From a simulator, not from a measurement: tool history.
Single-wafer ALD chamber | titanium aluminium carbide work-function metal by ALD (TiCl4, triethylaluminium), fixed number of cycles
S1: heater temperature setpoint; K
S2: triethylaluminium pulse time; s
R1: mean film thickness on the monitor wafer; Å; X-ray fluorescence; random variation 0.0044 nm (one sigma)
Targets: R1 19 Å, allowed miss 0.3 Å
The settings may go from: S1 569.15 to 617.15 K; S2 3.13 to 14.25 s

run    day      S1     S2      R1
  1      0  593.15   8.69  21.913
  2   0.05  583.15   8.69   20.97
  3  0.404  575.15   8.69  20.479
  4  0.692  569.15   8.69  20.003
  5  0.867  569.15   8.69  20.051
  6  1.071  569.15  10.71  20.449
  7    1.2  569.15   9.13  20.144
  8    1.4  569.15   7.96   19.78
  9  1.462  569.15   7.27  19.333

Which of these 5 next moves meets every target?
  A  1.525  569.15     9   ?
  B  1.525  569.15  5.98   ?
  C  1.525  580.15  6.35   ?
  D  1.525  571.15  7.28   ?
  E  1.525  569.15  6.66   ?

move      R1
   A  20.156
   B  18.615
   C  19.716
   D  19.614
   E    19.1
A: further off than the last run
B: takes the result that was furthest off past its target
C: further off than the last run
D: further off than the last run
E: meets every target
The right move is E.
